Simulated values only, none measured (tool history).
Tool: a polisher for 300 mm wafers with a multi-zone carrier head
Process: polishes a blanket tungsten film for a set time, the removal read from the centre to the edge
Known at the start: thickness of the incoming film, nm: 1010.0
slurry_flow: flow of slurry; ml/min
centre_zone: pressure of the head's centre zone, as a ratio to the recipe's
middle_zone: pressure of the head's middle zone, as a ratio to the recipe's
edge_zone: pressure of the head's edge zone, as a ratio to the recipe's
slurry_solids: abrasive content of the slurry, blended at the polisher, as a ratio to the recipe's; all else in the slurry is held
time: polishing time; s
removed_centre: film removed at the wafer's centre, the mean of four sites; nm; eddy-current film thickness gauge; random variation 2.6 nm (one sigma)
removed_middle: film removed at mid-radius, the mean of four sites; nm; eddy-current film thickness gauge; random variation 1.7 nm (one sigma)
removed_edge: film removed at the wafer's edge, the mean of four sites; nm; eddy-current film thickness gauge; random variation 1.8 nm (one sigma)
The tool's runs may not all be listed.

{"run": 1, "hour": 0.0, "slurry_flow": 210, "centre_zone": 1, "middle_zone": 1, "edge_zone": 1, "slurry_solids": 1, "time": 61, "removed_centre": 233.17, "removed_middle": 220.75, "removed_edge": 228.62}
{"run": 2, "hour": 5.3, "slurry_flow": 210, "centre_zone": 1.01, "middle_zone": 1, "edge_zone": 0.96, "slurry_solids": 0.9, "time": 59, "removed_centre": 217.84, "removed_middle": 208.89, "removed_edge": 211.26}
{"run": 3, "hour": 7.7, "slurry_flow": 210, "centre_zone": 1.01, "middle_zone": 1, "edge_zone": 0.96, "slurry_solids": 0.7, "time": 59, "removed_centre": 210.17, "removed_middle": 195.58, "removed_edge": 199.47}
{"run": 4, "hour": 9.1, "slurry_flow": 205, "centre_zone": 1.02, "middle_zone": 1, "edge_zone": 0.93, "slurry_solids": 0.65, "time": 58, "removed_centre": 200.5, "removed_middle": 192.69, "removed_edge": 190.35}
{"run": 5, "hour": 17.1, "slurry_flow": 185, "centre_zone": 1.02, "middle_zone": 1, "edge_zone": 0.93, "slurry_solids": 0.65, "time": 58, "removed_centre": 189.9, "removed_middle": 185.82, "removed_edge": 187.28}
{"run": 6, "hour": 21.1, "slurry_flow": 185, "centre_zone": 1.07, "middle_zone": 1, "edge_zone": 0.93, "slurry_solids": 0.65, "time": 58, "removed_centre": 203.89, "removed_middle": 187.24, "removed_edge": 188.23}
{"run": 7, "hour": 22.3, "slurry_flow": 180, "centre_zone": 1.08, "middle_zone": 1, "edge_zone": 0.91, "slurry_solids": 0.6, "time": 58, "removed_centre": 199.18, "removed_middle": 181.22, "removed_edge": 181.2}
{"run": 8, "hour": 23.7, "slurry_flow": 180, "centre_zone": 1.08, "middle_zone": 1, "edge_zone": 0.91, "slurry_solids": 0.6, "time": 58, "removed_centre": 203, "removed_middle": 183.02, "removed_edge": 182.05}

The next listed run, before its measurement:
{"hour": 29.4, "done": "worn pad replaced by a new one"}
{"run": 9, "hour": 29.4, "slurry_flow": 180, "centre_zone": 1.08, "middle_zone": 1, "edge_zone": 0.91, "slurry_solids": 0.6, "time": 58, "removed_centre": "?", "removed_middle": "?", "removed_edge": "?"}

{"run 9": {"removed_centre": 219.69, "removed_middle": 194.61, "removed_edge": 196.72}}
